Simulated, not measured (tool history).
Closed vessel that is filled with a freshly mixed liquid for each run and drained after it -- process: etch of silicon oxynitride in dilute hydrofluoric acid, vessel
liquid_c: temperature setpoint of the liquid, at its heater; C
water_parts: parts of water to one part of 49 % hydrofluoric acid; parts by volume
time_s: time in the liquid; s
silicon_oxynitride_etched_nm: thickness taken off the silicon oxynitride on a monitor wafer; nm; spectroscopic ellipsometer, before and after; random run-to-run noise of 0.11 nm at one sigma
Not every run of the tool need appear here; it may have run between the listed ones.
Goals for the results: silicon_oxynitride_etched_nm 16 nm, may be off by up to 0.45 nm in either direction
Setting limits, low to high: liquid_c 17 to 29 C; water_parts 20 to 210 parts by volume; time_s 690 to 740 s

run	day	liquid_c	water_parts	time_s	silicon_oxynitride_etched_nm
1	0	21	115	690	11.549
2	0.229	21	115	740	12.417
3	0.529	22	115	740	12.989
4	0.75	22	115	690	12.174
5	0.854	18.5	115	690	10.214
6	0.971	20	115	690	11.115
7	1.067	21.5	115	690	11.837
8	1.262	25.5	110	690	15.095
9	1.571	26	110	690	15.399

5 candidate next runs follow, results not yet known. Just one meets every target within its allowed miss. Identify it.
A	1.879	28	115	715	?
B	1.879	22	90	740	?
C	1.879	25.5	105	700	?
D	1.879	25.5	100	705	?
E	1.879	20	75	690	?

move	silicon_oxynitride_etched_nm
A	16.597
B	16.94
C	16.015
D	17.01
E	17.382
A: takes the biggest miss from the last run beyond its target
B: takes the biggest miss from the last run beyond its target
C: meets every target
D: takes the biggest miss from the last run beyond its target
E: takes the biggest miss from the last run beyond its target
C meets every target.

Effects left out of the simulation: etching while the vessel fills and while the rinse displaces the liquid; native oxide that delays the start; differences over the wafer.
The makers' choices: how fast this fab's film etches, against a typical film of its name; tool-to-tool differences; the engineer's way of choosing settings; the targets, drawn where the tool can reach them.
